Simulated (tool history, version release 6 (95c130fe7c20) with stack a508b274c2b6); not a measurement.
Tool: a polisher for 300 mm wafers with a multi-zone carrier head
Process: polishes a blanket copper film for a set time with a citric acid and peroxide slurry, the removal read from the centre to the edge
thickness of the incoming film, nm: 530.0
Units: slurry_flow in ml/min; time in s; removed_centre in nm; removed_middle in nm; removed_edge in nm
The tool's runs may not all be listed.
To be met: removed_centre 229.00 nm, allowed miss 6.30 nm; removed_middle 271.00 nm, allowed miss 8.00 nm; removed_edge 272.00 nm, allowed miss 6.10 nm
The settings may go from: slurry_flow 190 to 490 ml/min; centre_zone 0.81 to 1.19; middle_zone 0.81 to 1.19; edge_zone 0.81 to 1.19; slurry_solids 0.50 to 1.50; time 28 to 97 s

run 1 hour=0.0 | slurry_flow=315 centre_zone=1.00 middle_zone=1.00 edge_zone=1.00 slurry_solids=1.00 time=62 | removed_centre=180.92 removed_middle=192.31 removed_edge=186.93
run 2 hour=6.1 | slurry_flow=315 centre_zone=1.00 middle_zone=1.00 edge_zone=1.00 slurry_solids=1.00 time=73 | removed_centre=215.35 removed_middle=229.09 removed_edge=223.05
run 3 hour=10.0 | slurry_flow=315 centre_zone=1.00 middle_zone=0.95 edge_zone=1.00 slurry_solids=1.00 time=73 | removed_centre=212.53 removed_middle=219.78 removed_edge=226.40
run 4 hour=13.7 | slurry_flow=240 centre_zone=1.00 middle_zone=0.95 edge_zone=1.00 slurry_solids=1.00 time=73 | removed_centre=208.09 removed_middle=209.77 removed_edge=220.13
run 5 hour=22.1 | slurry_flow=280 centre_zone=0.99 middle_zone=0.97 edge_zone=1.05 slurry_solids=1.10 time=73 | removed_centre=214.66 removed_middle=226.22 removed_edge=234.32
run 6 hour=28.0 | slurry_flow=280 centre_zone=0.99 middle_zone=0.97 edge_zone=1.05 slurry_solids=1.25 time=73 | removed_centre=220.75 removed_middle=233.08 removed_edge=241.36
run 7 hour=28.9 | slurry_flow=310 centre_zone=0.98 middle_zone=0.99 edge_zone=1.08 slurry_solids=1.25 time=73 | removed_centre=225.99 removed_middle=237.80 removed_edge=245.06
run 8 hour=32.0 | slurry_flow=320 centre_zone=0.95 middle_zone=1.01 edge_zone=1.11 slurry_solids=1.30 time=73 | removed_centre=218.30 removed_middle=247.77 removed_edge=253.23
run 9 hour=37.7 | slurry_flow=335 centre_zone=0.95 middle_zone=1.02 edge_zone=1.13 slurry_solids=1.30 time=73 | removed_centre=222.99 removed_middle=249.90 removed_edge=253.74
run 10 hour=40.9 | slurry_flow=345 centre_zone=0.94 middle_zone=1.03 edge_zone=1.14 slurry_solids=1.35 time=73 | removed_centre=220.04 removed_middle=258.72 removed_edge=259.90

5 next moves are on the table. One of them brings every result within its allowed miss. Which?
run A hour=44.1 | slurry_flow=335 centre_zone=0.93 middle_zone=1.05 edge_zone=1.15 slurry_solids=1.35 time=76 | removed_centre=? removed_middle=? removed_edge=?
run B hour=44.1 | slurry_flow=350 centre_zone=0.97 middle_zone=0.93 edge_zone=1.15 slurry_solids=1.20 time=79 | removed_centre=? removed_middle=? removed_edge=?
run C hour=44.1 | slurry_flow=485 centre_zone=0.96 middle_zone=1.13 edge_zone=1.12 slurry_solids=1.40 time=68 | removed_centre=? removed_middle=? removed_edge=?
run D hour=44.1 | slurry_flow=385 centre_zone=0.82 middle_zone=0.86 edge_zone=1.07 slurry_solids=1.50 time=76 | removed_centre=? removed_middle=? removed_edge=?
run E hour=44.1 | slurry_flow=350 centre_zone=0.87 middle_zone=1.12 edge_zone=1.12 slurry_solids=1.30 time=73 | removed_centre=? removed_middle=? removed_edge=?

move=A removed_centre=227.90 removed_middle=270.32 removed_edge=273.31
move=B removed_centre=239.10 removed_middle=246.08 removed_edge=275.88
move=C removed_centre=218.06 removed_middle=266.43 removed_edge=247.97
move=D removed_centre=210.31 removed_middle=238.00 removed_edge=274.07
move=E removed_centre=204.13 removed_middle=272.42 removed_edge=256.62
A: meets every target
B: brings the result that was furthest off to its target, and leaves another outside
C: further off than the last run
D: brings the result that was furthest off to its target, and leaves another outside
E: further off than the last run
Move A is the one to make.
